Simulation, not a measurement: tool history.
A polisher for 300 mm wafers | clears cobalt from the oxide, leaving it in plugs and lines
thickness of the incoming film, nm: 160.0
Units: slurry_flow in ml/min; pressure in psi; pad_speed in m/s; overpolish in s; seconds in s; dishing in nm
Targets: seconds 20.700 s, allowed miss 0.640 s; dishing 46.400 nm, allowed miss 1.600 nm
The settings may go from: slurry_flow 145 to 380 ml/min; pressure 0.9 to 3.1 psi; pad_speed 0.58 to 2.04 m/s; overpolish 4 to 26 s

| run | hour | slurry_flow | pressure | pad_speed | overpolish | seconds | dishing |
|---|---|---|---|---|---|---|---|
| 1 | 0.0 | 245 | 2.0 | 1.30 | 13 | 25.892 | 50.514 |
| 2 | 2.8 | 245 | 2.0 | 1.48 | 13 | 22.943 | 52.895 |
| 3 | 9.1 | 245 | 2.0 | 1.48 | 15 | 23.104 | 55.683 |
| 4 | 14.6 | 250 | 2.0 | 1.48 | 13 | 22.906 | 53.283 |
| 5 | 18.5 | 250 | 2.0 | 1.48 | 12 | 23.182 | 51.217 |
| 6 | 20.4 | 250 | 2.0 | 1.48 | 14 | 22.869 | 55.439 |
| 7 | 20.9 | 250 | 2.0 | 1.48 | 13 | 22.559 | 54.051 |
| 8 | 26.9 | 250 | 2.0 | 1.48 | 12 | 22.554 | 50.630 |
| 9 | 31.0 | 255 | 2.0 | 1.48 | 11 | 22.613 | 49.980 |
| 10 | 33.4 | 265 | 2.2 | 1.48 | 7 | 20.470 | 40.151 |
| 11 | 36.1 | 260 | 2.2 | 1.48 | 8 | 21.142 | 43.576 |
| 12 | 40.9 | 255 | 2.3 | 1.48 | 9 | 19.890 | 47.859 |

Which of these 4 next moves meets every target?
| A | 45.7 | 245 | 2.4 | 1.44 | 8 | ? | ? |
| B | 45.7 | 285 | 2.4 | 1.50 | 8 | ? | ? |
| C | 45.7 | 235 | 2.3 | 1.58 | 10 | ? | ? |
| D | 45.7 | 200 | 2.5 | 1.34 | 9 | ? | ? |

| move | seconds | dishing |
|---|---|---|
| A | 19.808 | 44.744 |
| B | 18.800 | 46.057 |
| C | 18.931 | 51.399 |
| D | 20.794 | 46.499 |
A: further off than the last run
B: further off than the last run
C: further off than the last run
D: meets every target
Answer: D

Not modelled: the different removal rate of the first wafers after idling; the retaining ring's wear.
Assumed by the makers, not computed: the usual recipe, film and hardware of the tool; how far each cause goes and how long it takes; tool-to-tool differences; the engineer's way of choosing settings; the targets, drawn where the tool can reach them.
